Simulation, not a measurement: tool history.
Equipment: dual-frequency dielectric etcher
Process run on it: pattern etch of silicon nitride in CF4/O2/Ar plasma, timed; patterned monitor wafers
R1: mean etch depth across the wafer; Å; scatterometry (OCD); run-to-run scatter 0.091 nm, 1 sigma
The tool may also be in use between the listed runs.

{"run": 1, "hour": 0.0, "source power (kW)": 0.72, "bias power (kW)": 0.06, "Ar flow (sccm)": 124, "CF4 flow (sccm)": 104, "etch time (s)": 12.5, "R1": 310.51}
{"run": 2, "hour": 5.8, "source power (kW)": 0.72, "bias power (kW)": 0.06, "Ar flow (sccm)": 124, "CF4 flow (sccm)": 88, "etch time (s)": 12.5, "R1": 304.69}
{"run": 3, "hour": 7.7, "source power (kW)": 0.76, "bias power (kW)": 0.06, "Ar flow (sccm)": 124, "CF4 flow (sccm)": 88, "etch time (s)": 12.5, "R1": 323.67}
{"run": 4, "hour": 11.8, "source power (kW)": 0.79, "bias power (kW)": 0.06, "Ar flow (sccm)": 124, "CF4 flow (sccm)": 88, "etch time (s)": 12.5, "R1": 334.34}
{"run": 5, "hour": 18.0, "source power (kW)": 0.79, "bias power (kW)": 0.06, "Ar flow (sccm)": 124, "CF4 flow (sccm)": 88, "etch time (s)": 12.5, "R1": 334.83}
{"run": 6, "hour": 19.8, "source power (kW)": 0.82, "bias power (kW)": 0.06, "Ar flow (sccm)": 124, "CF4 flow (sccm)": 88, "etch time (s)": 12.5, "R1": 349.01}
{"run": 7, "hour": 22.2, "source power (kW)": 0.84, "bias power (kW)": 0.06, "Ar flow (sccm)": 124, "CF4 flow (sccm)": 88, "etch time (s)": 12.5, "R1": 357.65}
{"run": 8, "hour": 28.5, "source power (kW)": 0.86, "bias power (kW)": 0.06, "Ar flow (sccm)": 124, "CF4 flow (sccm)": 88, "etch time (s)": 12.5, "R1": 366.73}

Forecast run 9:
{"run": 9, "hour": 34.9, "source power (kW)": 0.88, "bias power (kW)": 0.06, "Ar flow (sccm)": 124, "CF4 flow (sccm)": 88, "etch time (s)": 12.5, "R1": "?"}

{"run 9": {"R1": 375.14}}
